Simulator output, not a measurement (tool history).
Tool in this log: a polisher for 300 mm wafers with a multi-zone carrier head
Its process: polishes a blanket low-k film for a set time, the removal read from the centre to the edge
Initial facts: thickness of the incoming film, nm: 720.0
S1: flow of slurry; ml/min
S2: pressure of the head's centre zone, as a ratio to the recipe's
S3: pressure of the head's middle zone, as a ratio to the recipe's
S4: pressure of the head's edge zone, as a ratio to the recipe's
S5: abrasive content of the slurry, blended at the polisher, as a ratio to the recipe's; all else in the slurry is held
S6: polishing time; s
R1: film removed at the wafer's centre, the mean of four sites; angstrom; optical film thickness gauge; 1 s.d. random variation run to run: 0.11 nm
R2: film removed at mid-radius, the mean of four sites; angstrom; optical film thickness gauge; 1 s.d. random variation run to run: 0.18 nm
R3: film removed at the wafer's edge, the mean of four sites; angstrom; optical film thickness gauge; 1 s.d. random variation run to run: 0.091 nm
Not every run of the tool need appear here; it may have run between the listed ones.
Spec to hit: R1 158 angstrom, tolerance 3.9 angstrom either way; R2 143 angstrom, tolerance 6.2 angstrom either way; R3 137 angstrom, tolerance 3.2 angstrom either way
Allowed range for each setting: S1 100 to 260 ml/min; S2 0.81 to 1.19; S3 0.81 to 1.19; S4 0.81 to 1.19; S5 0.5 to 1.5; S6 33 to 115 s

| run | hour | S1 | S2 | S3 | S4 | S5 | S6 | R1 | R2 | R3 |
|---|---|---|---|---|---|---|---|---|---|---|
| 1 | 0 | 165 | 1 | 1 | 1 | 1 | 73 | 207.85 | 200.7 | 211.47 |
| 2 | 7.5 | 165 | 1.01 | 1 | 0.96 | 0.9 | 71 | 193.54 | 187.19 | 186.83 |
| 3 | 16.2 | 165 | 1.01 | 1.07 | 0.96 | 0.9 | 71 | 190.45 | 197.71 | 188.12 |
| 4 | 23.1 | 165 | 1.01 | 1.07 | 0.88 | 0.9 | 71 | 192.56 | 195.77 | 179.06 |
| 5 | 27.1 | 160 | 1.01 | 1.04 | 0.87 | 0.8 | 71 | 173.64 | 169.42 | 163.75 |
| 6 | 30.9 | 160 | 1.01 | 1.04 | 0.87 | 0.8 | 55 | 136.31 | 136.83 | 126.59 |
| 7 | 31.7 | 175 | 1.02 | 1.03 | 0.88 | 0.8 | 55 | 138.37 | 138.24 | 128.36 |
| 8 | 34.5 | 185 | 1.04 | 1.02 | 0.9 | 0.8 | 55 | 143.86 | 134.47 | 131.73 |
| 9 | 38 | 195 | 1.05 | 1.03 | 0.9 | 0.8 | 55 | 145.89 | 139.01 | 131.88 |
| 10 | 43.2 | 200 | 1.06 | 1.03 | 0.91 | 0.8 | 55 | 148.42 | 136.74 | 133.01 |
| 11 | 51.2 | 205 | 1.07 | 1.04 | 0.91 | 0.8 | 55 | 152.71 | 141.71 | 133.7 |
| 12 | 59.4 | 210 | 1.07 | 1.04 | 0.91 | 0.8 | 55 | 150.34 | 139.24 | 134.48 |
| 13 | 65.9 | 215 | 1.08 | 1.05 | 0.91 | 0.8 | 55 | 154.02 | 140.83 | 134.95 |
| 14 | 74.1 | 220 | 1.08 | 1.05 | 0.91 | 0.8 | 55 | 152.44 | 143.4 | 136.75 |

Which single option among these 4 for the next run brings every result within its allowed miss of target? Just one does.
| A | 82.3 | 220 | 1.16 | 0.94 | 0.93 | 0.9 | 51 | ? | ? | ? |
| B | 82.3 | 240 | 1.09 | 0.97 | 0.97 | 0.65 | 69 | ? | ? | ? |
| C | 82.3 | 220 | 1.15 | 0.86 | 1.03 | 0.65 | 68 | ? | ? | ? |
| D | 82.3 | 195 | 1.08 | 1.01 | 0.88 | 0.8 | 58 | ? | ? | ? |

| move | R1 | R2 | R3 |
|---|---|---|---|
| A | 165.35 | 133.52 | 135.97 |
| B | 163.58 | 144.23 | 145.21 |
| C | 167.86 | 127.07 | 145.97 |
| D | 157.74 | 145.69 | 136.83 |
A: carries the result that was furthest off beyond its target, to the other side
B: carries the result that was furthest off beyond its target, to the other side
C: carries the result that was furthest off beyond its target, to the other side
D: each result inside its tolerance
Correct choice: D, which meets every target
